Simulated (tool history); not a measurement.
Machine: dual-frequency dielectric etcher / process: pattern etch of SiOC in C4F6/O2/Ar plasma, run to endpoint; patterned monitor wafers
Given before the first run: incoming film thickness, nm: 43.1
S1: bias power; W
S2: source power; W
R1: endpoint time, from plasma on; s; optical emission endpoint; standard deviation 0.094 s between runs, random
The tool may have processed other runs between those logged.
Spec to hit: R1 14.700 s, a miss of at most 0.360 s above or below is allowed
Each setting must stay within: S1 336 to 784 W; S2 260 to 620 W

run,hour,S1,S2,R1
1,0.0,560,440,12.252
2,1.1,539,430,12.631
3,2.1,539,370,13.386
4,3.0,527,370,13.487
5,3.8,516,370,13.501
6,11.7,516,410,13.037
7,12.6,500,410,13.251
8,17.7,488,410,13.304
9,26.6,475,410,13.469
10,34.9,363,380,15.258
11,39.3,367,380,15.103

Below are 4 possible settings for the next run. Only one of them brings all results inside the allowed miss of their targets. Which is it?
A,43.7,373,340,?
B,43.7,397,390,?
C,43.7,346,380,?
D,43.7,426,400,?

move,R1
A,15.845
B,14.760
C,15.652
D,14.256
A: lands further from the targets than the last run did
B: every result lands within tolerance
C: lands further from the targets than the last run did
D: takes the biggest miss from the last run beyond its target
So the answer is move B, the one that meets all the targets.
